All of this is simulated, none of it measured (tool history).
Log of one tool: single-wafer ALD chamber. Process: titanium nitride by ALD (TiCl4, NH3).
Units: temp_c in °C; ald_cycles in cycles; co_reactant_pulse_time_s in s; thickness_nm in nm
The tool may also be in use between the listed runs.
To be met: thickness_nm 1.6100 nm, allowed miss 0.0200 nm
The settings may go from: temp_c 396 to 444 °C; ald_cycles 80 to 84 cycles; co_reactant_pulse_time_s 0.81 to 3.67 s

run  hour  temp_c  ald_cycles  co_reactant_pulse_time_s  thickness_nm
  1   0.0     420          84                      2.24        1.7293
  2   4.5     420          84                      2.87        1.7458
  3   6.0     410          84                      2.87        1.7388
  4  13.6     410          84                      3.15        1.7484
  5  19.4     409          84                      2.89        1.7404
  6  27.1     402          84                      2.89        1.7525
  7  28.3     407          84                      2.64        1.7364
  8  37.2     407          84                      2.42        1.7451
  9  45.1     396          80                      3.14        1.6630
 10  48.2     396          80                      2.86        1.6609
 11  54.7     396          80                      2.14        1.6444

5 next moves are on the table. One of them brings every result within its allowed miss. Which?
  A  61.2     398          82                      1.91             ?
  B  61.2     399          80                      2.62             ?
  C  61.2     403          83                      1.36             ?
  D  61.2     396          82                      1.88             ?
  E  61.2     396          81                      1.33             ?

move  thickness_nm
   A        1.6802
   B        1.6608
   C        1.6762
   D        1.6767
   E        1.6256
A: further off than the last run
B: further off than the last run
C: further off than the last run
D: further off than the last run
E: meets every target
Answer: E
